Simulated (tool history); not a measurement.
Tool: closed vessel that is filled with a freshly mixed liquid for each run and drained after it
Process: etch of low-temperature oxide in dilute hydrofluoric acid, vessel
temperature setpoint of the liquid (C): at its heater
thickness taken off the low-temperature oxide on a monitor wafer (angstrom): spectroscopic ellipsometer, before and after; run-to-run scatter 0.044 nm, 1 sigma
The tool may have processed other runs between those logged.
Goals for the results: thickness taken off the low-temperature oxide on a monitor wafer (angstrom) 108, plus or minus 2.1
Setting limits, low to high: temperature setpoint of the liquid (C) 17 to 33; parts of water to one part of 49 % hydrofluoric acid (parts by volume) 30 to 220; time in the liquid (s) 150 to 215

| run | hour | temperature setpoint of the liquid (C) | parts of water to one part of 49 % hydrofluoric acid (parts by volume) | time in the liquid (s) | thickness taken off the low-temperature oxide on a monitor wafer (angstrom) |
|---|---|---|---|---|---|
| 1 | 0 | 25 | 125 | 215 | 206.01 |
| 2 | 7.4 | 25 | 125 | 150 | 145.62 |
| 3 | 10.5 | 25 | 125 | 215 | 207.34 |
| 4 | 12 | 25 | 125 | 215 | 205.43 |
| 5 | 13.6 | 25 | 125 | 215 | 207.61 |
| 6 | 19 | 25 | 125 | 150 | 144.09 |
| 7 | 24.6 | 23.5 | 125 | 150 | 135.94 |
| 8 | 31.8 | 19.5 | 125 | 150 | 117 |
| 9 | 35.5 | 19 | 125 | 150 | 113.46 |
| 10 | 41.1 | 18.5 | 125 | 150 | 111.25 |

Which of these 5 next moves meets every target?
| A | 46.7 | 18 | 145 | 185 | ? |
| B | 46.7 | 18.5 | 155 | 195 | ? |
| C | 46.7 | 18.5 | 135 | 160 | ? |
| D | 46.7 | 18.5 | 140 | 175 | ? |
| E | 46.7 | 18 | 130 | 165 | ? |

| move | thickness taken off the low-temperature oxide on a monitor wafer (angstrom) |
|---|---|
| A | 114.29 |
| B | 113.86 |
| C | 109.46 |
| D | 114.85 |
| E | 115.43 |
A: misses by more than the last run did
B: misses by more than the last run did
C: every result within its allowed miss
D: misses by more than the last run did
E: misses by more than the last run did
Go with C: it meets all targets.
